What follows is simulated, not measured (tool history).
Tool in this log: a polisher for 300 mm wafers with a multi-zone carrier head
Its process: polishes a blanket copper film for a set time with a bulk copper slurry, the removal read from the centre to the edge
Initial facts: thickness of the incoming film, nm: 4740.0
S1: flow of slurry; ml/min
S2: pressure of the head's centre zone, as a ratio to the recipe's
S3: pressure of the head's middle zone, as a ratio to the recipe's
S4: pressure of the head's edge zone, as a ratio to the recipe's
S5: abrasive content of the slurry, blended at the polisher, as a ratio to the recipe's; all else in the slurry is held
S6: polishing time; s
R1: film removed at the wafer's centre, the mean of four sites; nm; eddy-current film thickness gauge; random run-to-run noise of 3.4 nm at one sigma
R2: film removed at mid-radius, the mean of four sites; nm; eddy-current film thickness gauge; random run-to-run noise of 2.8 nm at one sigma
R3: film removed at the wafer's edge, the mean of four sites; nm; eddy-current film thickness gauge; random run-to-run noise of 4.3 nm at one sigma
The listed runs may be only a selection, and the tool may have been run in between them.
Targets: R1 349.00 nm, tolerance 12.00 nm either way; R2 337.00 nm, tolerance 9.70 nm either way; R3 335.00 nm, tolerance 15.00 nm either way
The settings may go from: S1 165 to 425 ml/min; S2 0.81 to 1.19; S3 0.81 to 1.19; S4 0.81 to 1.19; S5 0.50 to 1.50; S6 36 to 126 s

{"run": 1, "hour": 0.0, "S1": 275, "S2": 1.0, "S3": 1.0, "S4": 1.0, "S5": 1.0, "S6": 81, "R1": 505.75, "R2": 493.8, "R3": 490.31}
{"run": 2, "hour": 8.5, "S1": 275, "S2": 0.99, "S3": 0.99, "S4": 0.98, "S5": 0.95, "S6": 79, "R1": 483.88, "R2": 465.72, "R3": 471.12}
{"run": 3, "hour": 10.8, "S1": 275, "S2": 0.98, "S3": 0.99, "S4": 0.96, "S5": 0.9, "S6": 77, "R1": 450.59, "R2": 451.34, "R3": 460.4}
{"run": 4, "hour": 14.4, "S1": 275, "S2": 1.0, "S3": 1.0, "S4": 0.95, "S5": 0.85, "S6": 74, "R1": 448.61, "R2": 427.01, "R3": 426.15}
{"run": 5, "hour": 17.1, "S1": 275, "S2": 1.0, "S3": 1.0, "S4": 0.95, "S5": 0.95, "S6": 74, "R1": 458.26, "R2": 441.8, "R3": 444.79}
{"run": 6, "hour": 23.0, "S1": 275, "S2": 1.0, "S3": 1.05, "S4": 0.95, "S5": 0.95, "S6": 74, "R1": 464.47, "R2": 456.88, "R3": 439.72}
{"run": 7, "hour": 30.2, "S1": 275, "S2": 1.0, "S3": 1.05, "S4": 0.95, "S5": 0.9, "S6": 72, "R1": 433.69, "R2": 439.74, "R3": 431.11}
{"run": 8, "hour": 35.4, "S1": 285, "S2": 1.09, "S3": 1.0, "S4": 0.85, "S5": 0.65, "S6": 56, "R1": 338.38, "R2": 303.52, "R3": 282.82}
{"run": 9, "hour": 36.5, "S1": 285, "S2": 1.08, "S3": 1.01, "S4": 0.87, "S5": 0.65, "S6": 56, "R1": 333.02, "R2": 308.93, "R3": 292.98}
{"run": 10, "hour": 44.5, "S1": 290, "S2": 1.08, "S3": 1.02, "S4": 0.89, "S5": 0.65, "S6": 56, "R1": 339.98, "R2": 313.81, "R3": 286.82}
{"run": 11, "hour": 46.2, "S1": 285, "S2": 1.07, "S3": 1.02, "S4": 0.9, "S5": 0.7, "S6": 56, "R1": 335.9, "R2": 312.9, "R3": 303.41}
{"run": 12, "hour": 48.8, "S1": 290, "S2": 1.07, "S3": 1.03, "S4": 0.91, "S5": 0.7, "S6": 56, "R1": 339.23, "R2": 319.28, "R3": 302.7}
{"run": 13, "hour": 52.8, "S1": 290, "S2": 1.07, "S3": 1.03, "S4": 0.91, "S5": 0.7, "S6": 56, "R1": 338.57, "R2": 318.98, "R3": 305.13}
{"run": 14, "hour": 58.7, "S1": 290, "S2": 1.07, "S3": 1.03, "S4": 0.92, "S5": 0.7, "S6": 56, "R1": 343.62, "R2": 320.89, "R3": 310.69}

Pick the move, out of 5, that brings all results within their allowed miss; only one does.
{"run": "A", "hour": 64.6, "S1": 355, "S2": 1.06, "S3": 1.06, "S4": 1.02, "S5": 1.1, "S6": 51, "R1": "?", "R2": "?", "R3": "?"}
{"run": "B", "hour": 64.6, "S1": 310, "S2": 1.1, "S3": 0.98, "S4": 0.89, "S5": 0.55, "S6": 60, "R1": "?", "R2": "?", "R3": "?"}
{"run": "C", "hour": 64.6, "S1": 250, "S2": 0.93, "S3": 1.02, "S4": 0.97, "S5": 0.9, "S6": 58, "R1": "?", "R2": "?", "R3": "?"}
{"run": "D", "hour": 64.6, "S1": 315, "S2": 1.0, "S3": 0.87, "S4": 1.06, "S5": 0.85, "S6": 57, "R1": "?", "R2": "?", "R3": "?"}
{"run": "E", "hour": 64.6, "S1": 220, "S2": 1.1, "S3": 1.02, "S4": 0.81, "S5": 0.8, "S6": 58, "R1": "?", "R2": "?", "R3": "?"}

move=A R1=354.85 R2=336.75 R3=331.25
move=B R1=353.26 R2=303.50 R3=300.37
move=C R1=324.78 R2=338.98 R3=339.18
move=D R1=346.14 R2=294.82 R3=350.49
move=E R1=361.20 R2=322.46 R3=298.73
A: all results in spec
B: lands further from the targets than the last run did
C: brings the last run's worst result on target, with another outside its allowed miss
D: lands further from the targets than the last run did
E: lands further from the targets than the last run did
The right move is A.
